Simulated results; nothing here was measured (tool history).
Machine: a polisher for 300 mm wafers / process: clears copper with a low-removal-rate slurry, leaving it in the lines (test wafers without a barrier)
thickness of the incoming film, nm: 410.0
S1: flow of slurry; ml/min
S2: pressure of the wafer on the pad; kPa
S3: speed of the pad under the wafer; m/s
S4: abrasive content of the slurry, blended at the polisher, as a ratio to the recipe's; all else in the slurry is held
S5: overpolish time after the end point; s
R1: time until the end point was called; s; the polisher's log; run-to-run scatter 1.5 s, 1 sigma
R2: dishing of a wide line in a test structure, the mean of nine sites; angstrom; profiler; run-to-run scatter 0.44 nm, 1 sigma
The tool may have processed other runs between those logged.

| run | hour | S1 | S2 | S3 | S4 | S5 | R1 | R2 |
|---|---|---|---|---|---|---|---|---|
| 1 | 0.0 | 180 | 21.4 | 0.96 | 1.0 | 17 | 165.91 | 305.34 |
| 2 | 3.6 | 185 | 22.1 | 0.96 | 1.0 | 16 | 163.16 | 298.52 |
| 3 | 10.8 | 160 | 22.1 | 0.96 | 1.0 | 16 | 164.19 | 306.06 |
| 4 | 17.7 | 195 | 22.1 | 0.96 | 1.0 | 16 | 162.71 | 305.93 |
| 5 | 24.4 | 195 | 22.1 | 0.96 | 1.2 | 16 | 154.55 | 310.24 |
| 6 | 30.3 | 225 | 22.1 | 0.96 | 1.2 | 16 | 154.61 | 316.88 |
|  | 33.1 | worn pad replaced by a new one |
| 7 | 33.1 | 225 | 22.8 | 0.96 | 1.2 | 15 | 140.64 | 324.19 |
| 8 | 41.0 | 220 | 22.8 | 0.96 | 1.2 | 14 | 142.17 | 304.05 |
| 9 | 43.6 | 220 | 22.8 | 0.96 | 1.2 | 13 | 140.75 | 284.62 |

Forecast run 10:
| 10 | 47.9 | 220 | 22.8 | 0.96 | 1.2 | 12 | ? | ? |

R1: 140.29 s
R2: 271.24 angstrom
